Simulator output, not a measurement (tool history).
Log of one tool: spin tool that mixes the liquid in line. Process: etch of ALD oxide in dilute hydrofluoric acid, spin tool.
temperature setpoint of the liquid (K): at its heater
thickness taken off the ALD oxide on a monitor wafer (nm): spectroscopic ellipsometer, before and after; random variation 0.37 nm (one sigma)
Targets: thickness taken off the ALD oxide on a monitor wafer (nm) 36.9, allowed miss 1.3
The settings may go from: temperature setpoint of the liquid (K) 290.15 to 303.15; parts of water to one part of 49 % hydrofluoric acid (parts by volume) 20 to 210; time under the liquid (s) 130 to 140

run  hour  temperature setpoint of the liquid (K)  parts of water to one part of 49 % hydrofluoric acid (parts by volume)  time under the liquid (s)  thickness taken off the ALD oxide on a monitor wafer (nm)
  1     0                                  295.15                                                                     115                        130                                                      31.09
  2   7.7                                  291.65                                                                     115                        130                                                     27.401
  3  11.7                                  292.15                                                                     115                        130                                                     27.738
  4  16.4                                  292.65                                                                     115                        130                                                     28.275
  5  17.4                                  290.15                                                                     115                        130                                                     25.213
  6  21.4                                  290.15                                                                     115                        130                                                      25.51
  7    29                                  290.15                                                                     115                        130                                                     25.224
  8  34.9                                  291.15                                                                     115                        130                                                     26.403
  9  42.5                                  291.65                                                                     115                        130                                                     27.002
 10    48                                  291.65                                                                     115                        130                                                     27.199
 11  48.8                                  292.15                                                                     115                        130                                                     26.874
 12  49.9                                  293.15                                                                     115                        130                                                     28.644
 13  56.3                                  293.65                                                                     115                        130                                                     29.379
 14  63.1                                  294.15                                                                     115                        130                                                     30.046

Which of these 4 next moves meets every target?
  A  69.9                                  294.15                                                                      95                        140                                                          ?
  B  69.9                                  292.15                                                                     105                        140                                                          ?
  C  69.9                                  295.15                                                                     105                        140                                                          ?
  D  69.9                                  293.15                                                                     105                        140                                                          ?

move  thickness taken off the ALD oxide on a monitor wafer (nm)
   A                                                     40.834
   B                                                     33.653
   C                                                      38.03
   D                                                     35.066
A: takes the result that was furthest off past its target
B: nearer than the last run, and not there yet
C: meets every target
D: nearer than the last run, and not there yet
Answer: C
